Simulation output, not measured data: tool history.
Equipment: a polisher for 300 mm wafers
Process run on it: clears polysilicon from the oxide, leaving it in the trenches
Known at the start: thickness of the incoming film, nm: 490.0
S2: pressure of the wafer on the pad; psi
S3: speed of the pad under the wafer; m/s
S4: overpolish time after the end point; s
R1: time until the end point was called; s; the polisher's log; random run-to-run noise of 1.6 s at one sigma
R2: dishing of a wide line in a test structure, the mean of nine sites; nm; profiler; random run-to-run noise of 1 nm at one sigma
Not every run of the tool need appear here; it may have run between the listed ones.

{"run": 1, "hour": 0.0, "flow of slurry (ml/min)": 135, "S2": 1.7, "S3": 0.94, "S4": 22, "R1": 66.375, "R2": 59.448}
{"run": 2, "hour": 0.7, "flow of slurry (ml/min)": 135, "S2": 1.7, "S3": 0.76, "S4": 22, "R1": 79.002, "R2": 57.162}
{"run": 3, "hour": 4.2, "flow of slurry (ml/min)": 135, "S2": 1.5, "S3": 0.76, "S4": 20, "R1": 89.852, "R2": 50.022}
{"run": 4, "hour": 12.1, "flow of slurry (ml/min)": 135, "S2": 1.2, "S3": 0.76, "S4": 20, "R1": 111.56, "R2": 44.973}
{"run": 5, "hour": 13.7, "flow of slurry (ml/min)": 130, "S2": 1.1, "S3": 0.76, "S4": 21, "R1": 120.59, "R2": 46.831}
{"run": 6, "hour": 14.8, "flow of slurry (ml/min)": 130, "S2": 1.1, "S3": 0.76, "S4": 20, "R1": 122.53, "R2": 45.47}
{"run": 7, "hour": 19.1, "flow of slurry (ml/min)": 130, "S2": 1.1, "S3": 0.76, "S4": 19, "R1": 122.73, "R2": 41.059}

Run 8, settings as shown, results not yet in. Your forecast:
{"run": 8, "hour": 26.5, "flow of slurry (ml/min)": 120, "S2": 0.9, "S3": 0.76, "S4": 21, "R1": "?", "R2": "?"}

Run 8 measured R1 151.520 s, R2 40.227 nm.
